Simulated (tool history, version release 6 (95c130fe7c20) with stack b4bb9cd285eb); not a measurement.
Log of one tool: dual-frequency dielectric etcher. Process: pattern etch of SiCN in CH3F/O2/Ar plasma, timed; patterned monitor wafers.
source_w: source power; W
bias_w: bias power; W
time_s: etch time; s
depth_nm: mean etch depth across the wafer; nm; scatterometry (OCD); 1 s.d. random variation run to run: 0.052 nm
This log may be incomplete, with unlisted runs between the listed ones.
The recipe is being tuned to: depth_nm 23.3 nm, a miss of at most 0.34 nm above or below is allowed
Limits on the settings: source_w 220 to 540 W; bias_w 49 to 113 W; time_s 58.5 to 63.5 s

{"run": 1, "hour": 0.0, "source_w": 380, "bias_w": 81, "time_s": 63.5, "depth_nm": 25.072}
{"run": 2, "hour": 4.1, "source_w": 430, "bias_w": 81, "time_s": 63.5, "depth_nm": 26.695}
{"run": 3, "hour": 8.8, "source_w": 460, "bias_w": 81, "time_s": 63.5, "depth_nm": 27.657}
{"run": 4, "hour": 9.6, "source_w": 510, "bias_w": 81, "time_s": 63.5, "depth_nm": 29}
{"run": 5, "hour": 11.4, "source_w": 530, "bias_w": 81, "time_s": 63.5, "depth_nm": 29.429}
{"run": 6, "hour": 16.7, "source_w": 530, "bias_w": 81, "time_s": 63.5, "depth_nm": 29.5}
{"run": 7, "hour": 21.1, "source_w": 450, "bias_w": 75, "time_s": 63.5, "depth_nm": 26.48}
{"run": 8, "hour": 27.2, "source_w": 370, "bias_w": 72, "time_s": 63.5, "depth_nm": 23.775}

Which one of the following 4 next-run settings gets every result inside its allowed miss? There is exactly one.
{"run": "A", "hour": 33.3, "source_w": 370, "bias_w": 74, "time_s": 59.5, "depth_nm": "?"}
{"run": "B", "hour": 33.3, "source_w": 350, "bias_w": 73, "time_s": 61.5, "depth_nm": "?"}
{"run": "C", "hour": 33.3, "source_w": 330, "bias_w": 84, "time_s": 60, "depth_nm": "?"}
{"run": "D", "hour": 33.3, "source_w": 390, "bias_w": 71, "time_s": 61, "depth_nm": "?"}

move=A depth_nm=22.435
move=B depth_nm=22.399
move=C depth_nm=22.324
move=D depth_nm=23.282
A: the result that was furthest off in the last run now lies on the other side of its target
B: the result that was furthest off in the last run now lies on the other side of its target
C: the result that was furthest off in the last run now lies on the other side of its target
D: in spec on every target
D is the move that brings every result within its allowed miss.
